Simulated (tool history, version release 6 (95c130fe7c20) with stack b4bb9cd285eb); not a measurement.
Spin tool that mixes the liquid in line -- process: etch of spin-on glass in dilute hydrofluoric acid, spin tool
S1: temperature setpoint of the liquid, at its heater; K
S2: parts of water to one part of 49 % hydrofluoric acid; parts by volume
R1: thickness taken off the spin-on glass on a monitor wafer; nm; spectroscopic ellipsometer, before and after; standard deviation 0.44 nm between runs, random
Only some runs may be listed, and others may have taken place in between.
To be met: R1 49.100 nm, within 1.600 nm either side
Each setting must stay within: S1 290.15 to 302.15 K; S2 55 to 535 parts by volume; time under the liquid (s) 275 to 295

Run 1, hour 0.0: S1 294.15 K, S2 295 parts by volume, time under the liquid (s) 275. Result: R1 24.091 nm.
Run 2, hour 7.0: S1 294.15 K, S2 250 parts by volume, time under the liquid (s) 275. Result: R1 29.441 nm.
Run 3, hour 12.8: S1 292.65 K, S2 250 parts by volume, time under the liquid (s) 275. Result: R1 27.477 nm.
Run 4, hour 19.8: S1 292.65 K, S2 345 parts by volume, time under the liquid (s) 275. Result: R1 18.475 nm.
Run 5, hour 27.2: S1 294.65 K, S2 345 parts by volume, time under the liquid (s) 275. Result: R1 20.106 nm.
Run 6, hour 28.1: S1 296.15 K, S2 345 parts by volume, time under the liquid (s) 275. Result: R1 21.110 nm.
Run 7, hour 33.2: S1 300.15 K, S2 225 parts by volume, time under the liquid (s) 275. Result: R1 41.865 nm.
Run 8, hour 40.2: S1 300.65 K, S2 220 parts by volume, time under the liquid (s) 275. Result: R1 43.879 nm.
Run 9, hour 42.9: S1 301.15 K, S2 220 parts by volume, time under the liquid (s) 275. Result: R1 44.928 nm.
Run 10, hour 50.9: S1 301.65 K, S2 215 parts by volume, time under the liquid (s) 275. Result: R1 46.347 nm.

5 next moves are on the table. One of them brings every result within its allowed miss. Which?
Run A, hour 58.9: S1 299.65 K, S2 195 parts by volume, time under the liquid (s) 290. Result: R1 ?.
Run B, hour 58.9: S1 300.65 K, S2 200 parts by volume, time under the liquid (s) 275. Result: R1 ?.
Run C, hour 58.9: S1 302.15 K, S2 205 parts by volume, time under the liquid (s) 290. Result: R1 ?.
Run D, hour 58.9: S1 299.15 K, S2 190 parts by volume, time under the liquid (s) 295. Result: R1 ?.
Run E, hour 58.9: S1 302.15 K, S2 205 parts by volume, time under the liquid (s) 295. Result: R1 ?.

move      R1
   A  51.606
   B  49.169
   C  53.014
   D  53.213
   E  53.928
A: moves the result that the last run missed by most past its target, out the other side
B: each result inside its tolerance
C: moves the result that the last run missed by most past its target, out the other side
D: moves the result that the last run missed by most past its target, out the other side
E: moves the result that the last run missed by most past its target, out the other side
The right move is B.

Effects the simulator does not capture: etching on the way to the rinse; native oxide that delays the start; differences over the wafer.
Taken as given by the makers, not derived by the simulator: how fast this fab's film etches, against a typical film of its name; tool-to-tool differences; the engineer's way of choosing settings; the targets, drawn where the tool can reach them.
